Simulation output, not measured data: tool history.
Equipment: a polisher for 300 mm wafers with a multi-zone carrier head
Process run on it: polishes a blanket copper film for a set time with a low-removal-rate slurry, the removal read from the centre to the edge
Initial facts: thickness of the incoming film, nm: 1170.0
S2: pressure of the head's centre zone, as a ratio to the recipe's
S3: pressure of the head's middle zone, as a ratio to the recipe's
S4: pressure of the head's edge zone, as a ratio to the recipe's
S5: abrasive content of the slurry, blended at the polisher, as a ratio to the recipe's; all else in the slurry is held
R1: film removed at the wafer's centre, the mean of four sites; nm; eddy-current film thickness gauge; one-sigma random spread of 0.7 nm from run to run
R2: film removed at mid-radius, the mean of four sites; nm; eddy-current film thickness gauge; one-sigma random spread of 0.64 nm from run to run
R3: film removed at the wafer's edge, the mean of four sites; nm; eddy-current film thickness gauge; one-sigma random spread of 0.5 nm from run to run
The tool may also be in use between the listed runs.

{"run": 1, "hour": 0.0, "flow of slurry (ml/min)": 160, "S2": 1, "S3": 1, "S4": 1, "S5": 1, "polishing time (s)": 72, "R1": 114.37, "R2": 116.75, "R3": 116.98}
{"run": 2, "hour": 4.3, "flow of slurry (ml/min)": 155, "S2": 0.98, "S3": 1.02, "S4": 0.96, "S5": 0.85, "polishing time (s)": 69, "R1": 101.22, "R2": 107.88, "R3": 104.02}
{"run": 3, "hour": 12.2, "flow of slurry (ml/min)": 150, "S2": 0.96, "S3": 1.04, "S4": 0.92, "S5": 0.75, "polishing time (s)": 68, "R1": 96.191, "R2": 104.43, "R3": 96.999}
{"run": 4, "hour": 18.6, "flow of slurry (ml/min)": 150, "S2": 0.96, "S3": 1.04, "S4": 0.92, "S5": 0.75, "polishing time (s)": 52, "R1": 72.869, "R2": 80.827, "R3": 74.455}
{"run": 5, "hour": 23.9, "flow of slurry (ml/min)": 150, "S2": 0.96, "S3": 1.01, "S4": 0.92, "S5": 0.75, "polishing time (s)": 52, "R1": 72.653, "R2": 77.797, "R3": 74.092}
{"run": 6, "hour": 31.4, "flow of slurry (ml/min)": 170, "S2": 0.95, "S3": 1.03, "S4": 0.92, "S5": 0.75, "polishing time (s)": 52, "R1": 74.399, "R2": 81.899, "R3": 75.658}

What does the tool deliver on the next run?
{"run": 7, "hour": 32.3, "flow of slurry (ml/min)": 215, "S2": 0.9, "S3": 1.11, "S4": 0.94, "S5": 0.75, "polishing time (s)": 52, "R1": "?", "R2": "?", "R3": "?"}

{"run 7": {"R1": 74.503, "R2": 90.209, "R3": 77.502}}

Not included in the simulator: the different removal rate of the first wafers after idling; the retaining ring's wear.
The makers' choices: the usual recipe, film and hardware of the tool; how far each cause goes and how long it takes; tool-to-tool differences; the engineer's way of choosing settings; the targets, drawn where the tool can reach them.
